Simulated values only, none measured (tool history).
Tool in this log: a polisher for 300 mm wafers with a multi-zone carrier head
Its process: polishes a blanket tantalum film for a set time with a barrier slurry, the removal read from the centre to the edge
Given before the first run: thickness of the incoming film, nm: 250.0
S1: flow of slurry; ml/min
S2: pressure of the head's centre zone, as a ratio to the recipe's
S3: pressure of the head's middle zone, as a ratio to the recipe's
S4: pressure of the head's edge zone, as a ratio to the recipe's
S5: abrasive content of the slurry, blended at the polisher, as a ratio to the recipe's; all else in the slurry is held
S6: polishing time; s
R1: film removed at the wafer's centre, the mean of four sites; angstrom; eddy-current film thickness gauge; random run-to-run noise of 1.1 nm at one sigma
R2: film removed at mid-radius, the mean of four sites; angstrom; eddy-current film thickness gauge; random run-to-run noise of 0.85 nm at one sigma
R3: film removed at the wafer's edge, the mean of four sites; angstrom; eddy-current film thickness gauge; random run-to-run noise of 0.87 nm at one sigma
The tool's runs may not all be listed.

Run 1, hour 0.0: S1 230 ml/min, S2 1.00, S3 1.00, S4 1.00, S5 1.00, S6 51 s. Result: R1 799.37 angstrom, R2 805.99 angstrom, R3 811.23 angstrom.
Run 2, hour 3.6: S1 235 ml/min, S2 1.00, S3 0.99, S4 1.04, S5 1.05, S6 51 s. Result: R1 816.85 angstrom, R2 826.53 angstrom, R3 835.03 angstrom.
Run 3, hour 6.0: S1 285 ml/min, S2 1.00, S3 0.99, S4 1.04, S5 1.05, S6 51 s. Result: R1 829.50 angstrom, R2 839.58 angstrom, R3 841.31 angstrom.
Run 4, hour 10.3: S1 285 ml/min, S2 1.00, S3 0.99, S4 1.04, S5 1.05, S6 61 s. Result: R1 996.25 angstrom, R2 1012.50 angstrom, R3 1019.90 angstrom.
Run 5, hour 17.6: S1 285 ml/min, S2 1.00, S3 0.99, S4 1.04, S5 1.20, S6 61 s. Result: R1 1038.30 angstrom, R2 1067.10 angstrom, R3 1066.10 angstrom.
Run 6, hour 25.4: S1 280 ml/min, S2 0.98, S3 0.96, S4 1.03, S5 1.15, S6 61 s. Result: R1 990.45 angstrom, R2 1006.00 angstrom, R3 1042.30 angstrom.
Run 7, hour 33.5: S1 275 ml/min, S2 0.97, S3 0.94, S4 1.02, S5 1.15, S6 61 s. Result: R1 980.10 angstrom, R2 1001.70 angstrom, R3 1045.60 angstrom.
Run 8, hour 41.0: S1 275 ml/min, S2 0.97, S3 0.92, S4 1.01, S5 1.10, S6 61 s. Result: R1 968.73 angstrom, R2 962.89 angstrom, R3 1028.70 angstrom.

The next listed run, before its measurement:
Run 9, hour 43.0: S1 270 ml/min, S2 0.96, S3 0.91, S4 1.00, S5 1.10, S6 61 s. Result: R1 ?, R2 ?, R3 ?.

Run 9 gave R1 958.58 angstrom, R2 939.52 angstrom, R3 1019.80 angstrom.
